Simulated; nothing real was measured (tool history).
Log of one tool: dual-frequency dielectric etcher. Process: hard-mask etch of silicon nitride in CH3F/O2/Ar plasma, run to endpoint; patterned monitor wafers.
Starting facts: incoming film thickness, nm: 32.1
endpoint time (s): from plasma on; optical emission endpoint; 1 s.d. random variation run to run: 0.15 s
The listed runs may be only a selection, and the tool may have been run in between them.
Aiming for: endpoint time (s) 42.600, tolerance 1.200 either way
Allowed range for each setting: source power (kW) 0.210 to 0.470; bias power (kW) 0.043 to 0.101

{"run": 1, "day": 0.0, "source power (kW)": 0.34, "bias power (kW)": 0.072, "endpoint time (s)": 50.439}
{"run": 2, "day": 0.083, "source power (kW)": 0.36, "bias power (kW)": 0.075, "endpoint time (s)": 48.27}
{"run": 3, "day": 0.112, "source power (kW)": 0.38, "bias power (kW)": 0.076, "endpoint time (s)": 46.77}
{"run": 4, "day": 0.479, "source power (kW)": 0.34, "bias power (kW)": 0.076, "endpoint time (s)": 48.951}
{"run": 5, "day": 0.662, "source power (kW)": 0.36, "bias power (kW)": 0.078, "endpoint time (s)": 47.245}
{"run": 6, "day": 0.717, "source power (kW)": 0.37, "bias power (kW)": 0.079, "endpoint time (s)": 46.605}
{"run": 7, "day": 0.846, "source power (kW)": 0.38, "bias power (kW)": 0.08, "endpoint time (s)": 45.506}
{"run": 8, "day": 0.954, "source power (kW)": 0.38, "bias power (kW)": 0.08, "endpoint time (s)": 45.711}
{"run": 9, "day": 1.058, "source power (kW)": 0.38, "bias power (kW)": 0.08, "endpoint time (s)": 45.665}
{"run": 10, "day": 1.329, "source power (kW)": 0.39, "bias power (kW)": 0.081, "endpoint time (s)": 45.092}
{"run": 11, "day": 1.417, "source power (kW)": 0.4, "bias power (kW)": 0.082, "endpoint time (s)": 44.118}

Which of these 4 next moves meets every target?
{"run": "A", "day": 1.504, "source power (kW)": 0.4, "bias power (kW)": 0.088, "endpoint time (s)": "?"}
{"run": "B", "day": 1.504, "source power (kW)": 0.44, "bias power (kW)": 0.071, "endpoint time (s)": "?"}
{"run": "C", "day": 1.504, "source power (kW)": 0.42, "bias power (kW)": 0.068, "endpoint time (s)": "?"}
{"run": "D", "day": 1.504, "source power (kW)": 0.41, "bias power (kW)": 0.07, "endpoint time (s)": "?"}

move=A endpoint_time_(s)=42.629
move=B endpoint_time_(s)=45.784
move=C endpoint_time_(s)=47.691
move=D endpoint_time_(s)=47.433
A: hits every target within its allowed miss
B: the biggest miss grows against the last run
C: the biggest miss grows against the last run
D: the biggest miss grows against the last run
Answer: A

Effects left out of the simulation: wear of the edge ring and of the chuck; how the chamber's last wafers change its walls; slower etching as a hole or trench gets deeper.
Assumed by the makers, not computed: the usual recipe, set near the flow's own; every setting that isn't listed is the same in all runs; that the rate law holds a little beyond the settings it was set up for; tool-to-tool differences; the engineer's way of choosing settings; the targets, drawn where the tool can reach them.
